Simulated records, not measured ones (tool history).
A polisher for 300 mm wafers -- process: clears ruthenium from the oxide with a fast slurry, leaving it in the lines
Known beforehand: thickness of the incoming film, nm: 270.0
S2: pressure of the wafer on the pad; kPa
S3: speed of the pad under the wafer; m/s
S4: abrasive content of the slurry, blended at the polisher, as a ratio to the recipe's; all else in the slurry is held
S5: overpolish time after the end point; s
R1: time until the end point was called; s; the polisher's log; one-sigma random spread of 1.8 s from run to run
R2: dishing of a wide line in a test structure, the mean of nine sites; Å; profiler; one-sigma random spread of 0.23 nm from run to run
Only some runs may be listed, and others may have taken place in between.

Run 1, day 0: flow of slurry (ml/min) 175, S2 16.5 kPa, S3 1.18 m/s, S4 1, S5 9 s. Result: R1 53.658 s, R2 347.54 Å.
Run 2, day 0.208: flow of slurry (ml/min) 175, S2 16.5 kPa, S3 1.36 m/s, S4 1, S5 9 s. Result: R1 47.656 s, R2 369.18 Å.
Run 3, day 0.325: flow of slurry (ml/min) 160, S2 14.5 kPa, S3 1.38 m/s, S4 0.9, S5 8 s. Result: R1 56.278 s, R2 296.51 Å.
Run 4, day 0.417: flow of slurry (ml/min) 165, S2 13.1 kPa, S3 1.38 m/s, S4 0.8, S5 7 s. Result: R1 63.103 s, R2 229.65 Å.
Run 5, day 0.45: flow of slurry (ml/min) 165, S2 13.1 kPa, S3 1.38 m/s, S4 0.65, S5 7 s. Result: R1 69.959 s, R2 220.4 Å.
Run 6, day 0.825: flow of slurry (ml/min) 170, S2 11.7 kPa, S3 1.34 m/s, S4 0.7, S5 6 s. Result: R1 75.593 s, R2 185.14 Å.
Run 7, day 0.883: flow of slurry (ml/min) 170, S2 11.7 kPa, S3 1.34 m/s, S4 0.7, S5 6 s. Result: R1 79.628 s, R2 181.17 Å.

Estimate the outcome of run 8 from the log above:
Run 8, day 1.029: flow of slurry (ml/min) 155, S2 11 kPa, S3 1.38 m/s, S4 0.65, S5 5 s. Result: R1 ?, R2 ?.

Run 8 gave R1 82.378 s, R2 131.11 Å.

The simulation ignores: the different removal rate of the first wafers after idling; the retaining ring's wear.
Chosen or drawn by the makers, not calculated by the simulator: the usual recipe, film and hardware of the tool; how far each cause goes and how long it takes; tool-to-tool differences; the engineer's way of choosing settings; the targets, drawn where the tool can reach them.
